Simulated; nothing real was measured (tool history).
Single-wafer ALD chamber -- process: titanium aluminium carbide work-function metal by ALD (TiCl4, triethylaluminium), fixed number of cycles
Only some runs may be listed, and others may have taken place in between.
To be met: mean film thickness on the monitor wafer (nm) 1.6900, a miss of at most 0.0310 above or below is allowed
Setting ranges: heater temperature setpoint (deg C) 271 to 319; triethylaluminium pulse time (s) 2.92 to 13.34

run  hour  heater temperature setpoint (deg C)  triethylaluminium pulse time (s)  mean film thickness on the monitor wafer (nm)
  1   0.0                                  295                              8.13                                         1.8935
  2   2.5                                  295                             10.37                                         1.9622
  3  11.4                                  290                              9.62                                         1.8929
  4  12.5                                  286                              9.16                                         1.8392
  5  17.3                                  286                             10.10                                         1.8787
  6  22.7                                  282                             10.10                                         1.8042
     26.7  -- thermocouple changed; heater temperature recalibrated
  7  26.7                                  280                              9.99                                         1.7816
  8  31.8                                  278                              9.90                                         1.7672
  9  40.4                                  277                              9.80                                         1.7506
 10  42.7                                  276                              9.74                                         1.7330
 11  51.0                                  275                              9.70                                         1.7510

Below are 4 possible settings for the next run. Only one of them brings all results inside the allowed miss of their targets. Which is it?
  A  59.3                                  279                              8.90                                              ?
  B  59.3                                  276                              8.47                                              ?
  C  59.3                                  284                              9.34                                              ?
  D  59.3                                  281                              9.09                                              ?

move  mean film thickness on the monitor wafer (nm)
   A                                         1.7372
   B                                         1.6944
   C                                         1.7973
   D                                         1.7618
A: closer than the last run, but not yet in spec
B: in spec on every target
C: further off than the last run
D: further off than the last run
Correct choice: B, which meets every target
